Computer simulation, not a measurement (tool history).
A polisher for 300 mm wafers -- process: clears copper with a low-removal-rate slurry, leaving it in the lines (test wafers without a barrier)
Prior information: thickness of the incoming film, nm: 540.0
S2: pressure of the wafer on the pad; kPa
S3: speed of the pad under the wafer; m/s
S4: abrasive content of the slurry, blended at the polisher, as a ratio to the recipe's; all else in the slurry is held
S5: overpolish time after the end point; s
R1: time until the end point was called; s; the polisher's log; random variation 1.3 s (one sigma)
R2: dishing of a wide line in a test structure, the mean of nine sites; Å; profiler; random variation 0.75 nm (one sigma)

{"run": 1, "hour": 0.0, "flow of slurry (ml/min)": 170, "S2": 24.1, "S3": 1.28, "S4": 1.0, "S5": 15, "R1": 130.05, "R2": 438.49}
{"run": 2, "hour": 2.2, "flow of slurry (ml/min)": 175, "S2": 28.3, "S3": 1.3, "S4": 1.0, "S5": 13, "R1": 113.49, "R2": 435.0}
{"run": 3, "hour": 9.6, "flow of slurry (ml/min)": 175, "S2": 31.0, "S3": 1.38, "S4": 1.0, "S5": 12, "R1": 100.18, "R2": 456.63}
{"run": 4, "hour": 11.0, "flow of slurry (ml/min)": 175, "S2": 27.6, "S3": 1.38, "S4": 1.0, "S5": 12, "R1": 110.9, "R2": 410.92}
{"run": 5, "hour": 12.3, "flow of slurry (ml/min)": 175, "S2": 27.6, "S3": 1.56, "S4": 1.0, "S5": 12, "R1": 104.99, "R2": 448.87}
{"run": 6, "hour": 15.1, "flow of slurry (ml/min)": 175, "S2": 22.8, "S3": 1.56, "S4": 1.0, "S5": 12, "R1": 119.83, "R2": 379.58}

Run 7 has not been measured yet. What should we expect?
{"run": 7, "hour": 23.2, "flow of slurry (ml/min)": 180, "S2": 26.9, "S3": 1.6, "S4": 1.0, "S5": 11, "R1": "?", "R2": "?"}

R1: 101.18 s
R2: 421.89 Å

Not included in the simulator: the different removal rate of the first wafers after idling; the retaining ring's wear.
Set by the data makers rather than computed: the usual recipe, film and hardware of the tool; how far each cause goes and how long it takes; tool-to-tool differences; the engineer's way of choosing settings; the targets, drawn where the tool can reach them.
